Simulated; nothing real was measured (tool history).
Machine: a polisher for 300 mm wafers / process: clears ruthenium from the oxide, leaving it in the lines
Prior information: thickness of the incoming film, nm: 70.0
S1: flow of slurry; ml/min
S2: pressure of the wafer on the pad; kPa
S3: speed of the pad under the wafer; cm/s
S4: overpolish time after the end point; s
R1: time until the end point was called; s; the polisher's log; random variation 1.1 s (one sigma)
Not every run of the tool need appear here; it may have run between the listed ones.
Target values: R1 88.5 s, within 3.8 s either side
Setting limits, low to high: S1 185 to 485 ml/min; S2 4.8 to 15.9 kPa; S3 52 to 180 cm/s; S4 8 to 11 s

run	day	S1	S2	S3	S4	R1
1	0	310	10.3	116	11	69.205
2	0.058	310	10.3	98	11	82.714
3	0.396	310	8.3	98	11	102.1
4	0.762	380	8.3	98	11	101.18
5	1.133	380	9	98	11	94.907
6	1.404	380	11	98	11	77.394
7	1.729	380	11	98	11	76.266
8	2.062	380	10.3	98	11	80.744
9	2.4	380	10.3	98	11	81.738

Next run, 5 choices. One meets every target within its allowed miss, the rest don't. Which?
A	2.738	390	9.7	122	8	?
B	2.738	365	10.3	104	11	?
C	2.738	370	11.7	100	11	?
D	2.738	365	10.3	90	8	?
E	2.738	280	11.7	100	11	?

move	R1
A	70.118
B	76.943
C	70.687
D	88.453
E	72.515
A: the biggest miss grows against the last run
B: the biggest miss grows against the last run
C: the biggest miss grows against the last run
D: each result inside its tolerance
E: the biggest miss grows against the last run
The right move is D.
